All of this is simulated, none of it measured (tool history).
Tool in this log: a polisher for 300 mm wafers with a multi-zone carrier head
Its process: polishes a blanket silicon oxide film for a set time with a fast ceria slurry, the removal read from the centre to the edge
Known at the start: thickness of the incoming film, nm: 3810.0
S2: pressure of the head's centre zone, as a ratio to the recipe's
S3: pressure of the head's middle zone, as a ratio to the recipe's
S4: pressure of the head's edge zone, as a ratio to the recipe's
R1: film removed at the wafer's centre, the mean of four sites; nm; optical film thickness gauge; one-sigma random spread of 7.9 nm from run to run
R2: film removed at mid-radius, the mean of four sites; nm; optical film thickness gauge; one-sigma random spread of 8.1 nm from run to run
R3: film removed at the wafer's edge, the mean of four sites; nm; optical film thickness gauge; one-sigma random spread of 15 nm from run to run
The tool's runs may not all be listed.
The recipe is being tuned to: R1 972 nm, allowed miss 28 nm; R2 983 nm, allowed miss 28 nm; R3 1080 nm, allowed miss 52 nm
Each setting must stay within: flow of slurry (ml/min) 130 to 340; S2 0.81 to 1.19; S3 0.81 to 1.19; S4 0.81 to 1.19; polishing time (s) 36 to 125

run 1 day=0 | flow_of_slurry_(ml/min)=220 S2=1 S3=1 S4=1 polishing_time_(s)=80 | R1=780.46 R2=787.68 R3=802.11
run 2 day=0.304 | flow_of_slurry_(ml/min)=220 S2=1 S3=1 S4=1 polishing_time_(s)=65 | R1=636.89 R2=646.87 R3=647.54
run 3 day=0.512 | flow_of_slurry_(ml/min)=220 S2=1 S3=1 S4=1.02 polishing_time_(s)=70 | R1=676.83 R2=699.36 R3=692.88
run 4 day=0.829 | flow_of_slurry_(ml/min)=215 S2=1 S3=0.99 S4=1.03 polishing_time_(s)=75 | R1=730.05 R2=725.11 R3=756.54
run 5 day=1.021 | flow_of_slurry_(ml/min)=215 S2=1 S3=0.99 S4=1.03 polishing_time_(s)=66 | R1=630.45 R2=660.81 R3=658.8
run 6 day=1.146 | flow_of_slurry_(ml/min)=215 S2=1 S3=0.95 S4=1.03 polishing_time_(s)=66 | R1=641.7 R2=618.74 R3=678.26
run 7 day=1.421 | flow_of_slurry_(ml/min)=215 S2=1 S3=0.96 S4=1.05 polishing_time_(s)=71 | R1=696.64 R2=679.2 R3=729.4
run 8 day=1.625 | flow_of_slurry_(ml/min)=215 S2=1 S3=0.96 S4=1.07 polishing_time_(s)=75 | R1=723.1 R2=719.95 R3=784.51
run 9 day=1.971 | flow_of_slurry_(ml/min)=220 S2=1.01 S3=0.96 S4=1.09 polishing_time_(s)=78 | R1=767.34 R2=760.52 R3=824.22
run 10 day=1.996 | flow_of_slurry_(ml/min)=225 S2=1.01 S3=0.96 S4=1.1 polishing_time_(s)=80 | R1=786.69 R2=769.62 R3=860.41

Next run, 4 choices. One meets every target within its allowed miss, the rest don't. Which?
run A day=2.021 | flow_of_slurry_(ml/min)=275 S2=0.98 S3=0.97 S4=1.15 polishing_time_(s)=98 | R1=? R2=? R3=?
run B day=2.021 | flow_of_slurry_(ml/min)=250 S2=1 S3=0.92 S4=1.15 polishing_time_(s)=58 | R1=? R2=? R3=?
run C day=2.021 | flow_of_slurry_(ml/min)=265 S2=1.12 S3=0.83 S4=1.15 polishing_time_(s)=101 | R1=? R2=? R3=?
run D day=2.021 | flow_of_slurry_(ml/min)=140 S2=1.07 S3=1.06 S4=0.91 polishing_time_(s)=69 | R1=? R2=? R3=?

move=A R1=958.46 R2=976.02 R3=1068.1
move=B R1=570.42 R2=547.21 R3=628.01
move=C R1=1099.4 R2=880.08 R3=1099.8
move=D R1=667.15 R2=686.31 R3=633.92
A: all results in spec
B: lands further from the targets than the last run did
C: better than the last run, though not everything is in spec
D: lands further from the targets than the last run did
The right move is A.

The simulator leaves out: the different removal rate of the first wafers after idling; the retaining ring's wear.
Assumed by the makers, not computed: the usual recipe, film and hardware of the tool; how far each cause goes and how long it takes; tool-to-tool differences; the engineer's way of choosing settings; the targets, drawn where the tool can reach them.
